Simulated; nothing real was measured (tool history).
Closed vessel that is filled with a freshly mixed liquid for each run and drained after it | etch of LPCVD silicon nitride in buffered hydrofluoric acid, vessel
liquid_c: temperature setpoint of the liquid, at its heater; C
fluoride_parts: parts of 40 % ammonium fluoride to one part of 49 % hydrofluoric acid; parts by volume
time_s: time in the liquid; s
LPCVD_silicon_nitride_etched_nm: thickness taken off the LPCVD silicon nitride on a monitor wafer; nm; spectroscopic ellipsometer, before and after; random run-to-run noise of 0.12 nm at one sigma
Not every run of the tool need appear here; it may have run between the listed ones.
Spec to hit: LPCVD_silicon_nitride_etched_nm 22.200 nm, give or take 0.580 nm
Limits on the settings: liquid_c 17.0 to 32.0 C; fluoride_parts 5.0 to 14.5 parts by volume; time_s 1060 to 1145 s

run	hour	liquid_c	fluoride_parts	time_s	LPCVD_silicon_nitride_etched_nm
1	0.0	24.0	9.0	1060	17.125
2	9.0	24.0	11.0	1060	14.466
3	16.6	24.0	11.0	1060	14.580
4	21.2	25.0	11.0	1060	15.502
5	30.2	25.5	11.0	1060	15.810
6	37.8	26.0	11.0	1060	16.163
7	40.0	26.5	11.0	1060	16.745
8	45.2	27.0	11.0	1060	17.079
9	50.5	31.0	11.0	1060	21.297

Which one of the following 5 next-run settings gets every result inside its allowed miss? There is exactly one.
A	55.8	30.5	9.5	1065	?
B	55.8	31.0	10.5	1075	?
C	55.8	32.0	10.5	1060	?
D	55.8	31.5	11.5	1080	?
E	55.8	30.0	10.0	1135	?

move	LPCVD_silicon_nitride_etched_nm
A	23.465
B	22.451
C	23.318
D	21.189
E	23.588
A: carries the result that was furthest off beyond its target, to the other side
B: each result inside its tolerance
C: carries the result that was furthest off beyond its target, to the other side
D: its largest miss is bigger than the last run's
E: carries the result that was furthest off beyond its target, to the other side
So the answer is move B, the one that meets all the targets.
